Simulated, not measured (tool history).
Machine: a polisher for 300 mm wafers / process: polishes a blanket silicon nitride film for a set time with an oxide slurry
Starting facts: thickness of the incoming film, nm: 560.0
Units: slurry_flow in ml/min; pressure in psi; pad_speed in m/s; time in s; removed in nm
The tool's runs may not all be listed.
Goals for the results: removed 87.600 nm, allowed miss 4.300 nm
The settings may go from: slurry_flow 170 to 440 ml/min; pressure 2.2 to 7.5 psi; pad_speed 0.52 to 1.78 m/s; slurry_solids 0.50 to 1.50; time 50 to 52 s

run  hour  slurry_flow  pressure  pad_speed  slurry_solids  time  removed
  1   0.0          280       4.8       1.14           1.00    50   54.329
  2   6.2          280       5.1       1.14           1.00    50   59.129
  3  11.9          225       5.1       1.14           1.00    50   57.591
  4  14.7          225       5.1       1.14           1.00    50   57.364
  5  18.0          225       5.3       1.14           1.00    50   58.292
  6  20.3          225       5.6       1.14           1.00    50   62.830
  7  27.0          225       5.8       1.14           1.00    50   65.053
  8  33.8          225       6.0       1.14           1.00    50   67.338
  9  36.7          225       6.2       1.14           1.00    50   67.819
 10  44.1          225       6.3       1.16           1.00    50   69.398
 11  47.9          225       6.4       1.18           1.00    50   71.461
 12  56.0          225       6.5       1.20           1.00    50   75.665
 13  61.7          225       6.6       1.20           1.00    50   75.530
 14  62.6          225       6.7       1.20           1.00    50   76.822
 15  67.9          225       6.8       1.20           1.00    50   77.556
 16  73.4          225       6.9       1.20           1.00    50   79.518
 17  76.9          225       7.0       1.20           1.00    50   80.963
 18  78.2          225       7.1       1.20           1.00    50   81.133

Which single option among these 4 for the next run brings every result within its allowed miss of target? Just one does.
  A  79.5          175       7.5       1.00           1.10    51        ?
  B  79.5          225       6.9       1.04           0.90    52        ?
  C  79.5          275       7.5       1.36           0.65    52        ?
  D  79.5          180       6.9       1.24           0.65    52        ?

move  removed
   A   75.219
   B   70.016
   C   84.732
   D   68.952
A: lands further from the targets than the last run did
B: lands further from the targets than the last run did
C: each result inside its tolerance
D: lands further from the targets than the last run did
Correct choice: C, which meets every target
